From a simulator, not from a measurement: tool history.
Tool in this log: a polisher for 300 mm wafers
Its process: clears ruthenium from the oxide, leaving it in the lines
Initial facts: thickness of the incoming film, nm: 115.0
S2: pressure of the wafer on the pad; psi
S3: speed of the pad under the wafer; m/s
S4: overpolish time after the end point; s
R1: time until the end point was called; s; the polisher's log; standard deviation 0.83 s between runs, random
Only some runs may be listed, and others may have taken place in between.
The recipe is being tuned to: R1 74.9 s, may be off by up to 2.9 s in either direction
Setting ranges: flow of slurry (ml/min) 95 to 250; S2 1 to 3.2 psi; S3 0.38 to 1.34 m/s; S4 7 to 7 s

{"run": 1, "day": 0.0, "flow of slurry (ml/min)": 160, "S2": 2.1, "S3": 0.86, "S4": 7, "R1": 126.26}
{"run": 2, "day": 0.112, "flow of slurry (ml/min)": 160, "S2": 2.3, "S3": 0.86, "S4": 7, "R1": 117.38}
{"run": 3, "day": 0.35, "flow of slurry (ml/min)": 160, "S2": 2, "S3": 0.86, "S4": 7, "R1": 128.84}
{"run": 4, "day": 0.442, "flow of slurry (ml/min)": 160, "S2": 2, "S3": 0.86, "S4": 7, "R1": 127.25}
{"run": 5, "day": 0.629, "flow of slurry (ml/min)": 160, "S2": 2.2, "S3": 0.88, "S4": 7, "R1": 119.29}
{"run": 6, "day": 0.729, "flow of slurry (ml/min)": 160, "S2": 2, "S3": 0.88, "S4": 7, "R1": 125.46}
{"run": 7, "day": 0.842, "flow of slurry (ml/min)": 160, "S2": 2.2, "S3": 0.9, "S4": 7, "R1": 114.61}
{"run": 8, "day": 1.071, "flow of slurry (ml/min)": 175, "S2": 2.8, "S3": 0.94, "S4": 7, "R1": 92.17}
{"run": 9, "day": 1.304, "flow of slurry (ml/min)": 175, "S2": 2.9, "S3": 0.96, "S4": 7, "R1": 86.778}
{"run": 10, "day": 1.538, "flow of slurry (ml/min)": 175, "S2": 3.1, "S3": 1, "S4": 7, "R1": 78.093}
{"run": 11, "day": 1.721, "flow of slurry (ml/min)": 175, "S2": 3.1, "S3": 1, "S4": 7, "R1": 78.907}

Below are 4 possible settings for the next run. Only one of them brings all results inside the allowed miss of their targets. Which is it?
{"run": "A", "day": 1.904, "flow of slurry (ml/min)": 170, "S2": 3.1, "S3": 0.96, "S4": 7, "R1": "?"}
{"run": "B", "day": 1.904, "flow of slurry (ml/min)": 175, "S2": 3, "S3": 0.98, "S4": 7, "R1": "?"}
{"run": "C", "day": 1.904, "flow of slurry (ml/min)": 165, "S2": 2.9, "S3": 1.04, "S4": 7, "R1": "?"}
{"run": "D", "day": 1.904, "flow of slurry (ml/min)": 180, "S2": 2.9, "S3": 1.1, "S4": 7, "R1": "?"}

move=A R1=82.895
move=B R1=83.101
move=C R1=81.205
move=D R1=76.011
A: lands further from the targets than the last run did
B: lands further from the targets than the last run did
C: lands further from the targets than the last run did
D: every result lands within tolerance
Correct choice: D, which meets every target
